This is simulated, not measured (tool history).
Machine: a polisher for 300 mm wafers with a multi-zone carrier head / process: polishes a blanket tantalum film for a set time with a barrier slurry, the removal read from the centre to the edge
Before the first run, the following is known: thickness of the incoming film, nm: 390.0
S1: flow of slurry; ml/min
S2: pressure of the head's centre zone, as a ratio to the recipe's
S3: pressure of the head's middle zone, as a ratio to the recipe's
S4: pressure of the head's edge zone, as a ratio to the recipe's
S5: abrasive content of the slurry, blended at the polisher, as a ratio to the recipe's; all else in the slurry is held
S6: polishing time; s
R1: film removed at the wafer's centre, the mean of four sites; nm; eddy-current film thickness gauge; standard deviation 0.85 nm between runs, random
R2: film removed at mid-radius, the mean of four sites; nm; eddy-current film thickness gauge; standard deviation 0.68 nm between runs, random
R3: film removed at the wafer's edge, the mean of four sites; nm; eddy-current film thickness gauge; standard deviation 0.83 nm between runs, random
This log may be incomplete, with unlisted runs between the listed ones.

{"run": 1, "day": 0.0, "S1": 250, "S2": 1, "S3": 1, "S4": 1, "S5": 1, "S6": 55, "R1": 121.21, "R2": 121.43, "R3": 121}
{"run": 2, "day": 0.233, "S1": 250, "S2": 1.07, "S3": 1, "S4": 1, "S5": 1, "S6": 55, "R1": 130.98, "R2": 121.17, "R3": 122.65}
{"run": 3, "day": 0.429, "S1": 250, "S2": 1.07, "S3": 1, "S4": 1, "S5": 0.8, "S6": 55, "R1": 123.32, "R2": 116.32, "R3": 116.26}
{"run": 4, "day": 0.471, "S1": 240, "S2": 1.06, "S3": 0.98, "S4": 0.99, "S5": 0.75, "S6": 51, "R1": 112.26, "R2": 102.41, "R3": 105.65}
{"run": 5, "day": 0.6, "S1": 240, "S2": 1.06, "S3": 0.98, "S4": 0.92, "S5": 0.75, "S6": 51, "R1": 111.48, "R2": 103.84, "R3": 98.509}
{"run": 6, "day": 0.8, "S1": 195, "S2": 1.06, "S3": 0.98, "S4": 0.92, "S5": 0.75, "S6": 51, "R1": 107.51, "R2": 101.5, "R3": 98.878}
{"run": 7, "day": 1.1, "S1": 190, "S2": 1.05, "S3": 0.96, "S4": 0.92, "S5": 0.7, "S6": 48, "R1": 97.766, "R2": 90.742, "R3": 91.968}

Expected results for the next run?
{"run": 8, "day": 1.371, "S1": 190, "S2": 1.04, "S3": 0.95, "S4": 0.92, "S5": 0.65, "S6": 45, "R1": "?", "R2": "?", "R3": "?"}

R1: 88.433 nm
R2: 82.011 nm
R3: 86.302 nm
